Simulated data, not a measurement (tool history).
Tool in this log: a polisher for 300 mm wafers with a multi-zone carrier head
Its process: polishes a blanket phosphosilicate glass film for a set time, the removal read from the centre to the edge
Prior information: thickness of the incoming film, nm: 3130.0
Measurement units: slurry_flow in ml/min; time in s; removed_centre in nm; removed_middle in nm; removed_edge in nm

run    day  slurry_flow  centre_zone  middle_zone  edge_zone  slurry_solids  time  removed_centre  removed_middle  removed_edge
  1      0          300            1            1          1              1    66          659.85          654.12        635.59
  2  0.192          300         1.01            1       1.02           1.05    68          702.66          689.66        689.16
  3  0.362          300         1.04            1       1.02           1.05    68          724.91          694.16        685.16
  4    0.5          305         1.06            1       1.04            1.1    69          759.02          732.54         708.1
  5  0.858          300         1.07         0.98       1.05           1.15    71          801.43          756.86        755.71
  6  1.033          300         1.07         0.98       1.05           1.15    79          899.73          844.26        831.87
  7  1.292          300         1.08         0.97       1.07            1.2    80          935.72          838.39        878.62
  8   1.35          305         1.09         0.97       1.08           1.25    80          966.16          856.57        904.08
  9  1.525          305         1.09         0.97       1.08           1.25    80          961.32          871.61        904.37

What does the tool deliver on the next run?
     1.821  -- edge zone pressure recalibrated
 10  1.821          335         1.15         0.98       1.18            1.5    82               ?               ?             ?

For run 10 the tool returned removed_centre 1134 nm, removed_middle 972.8 nm, removed_edge 1078.9 nm.
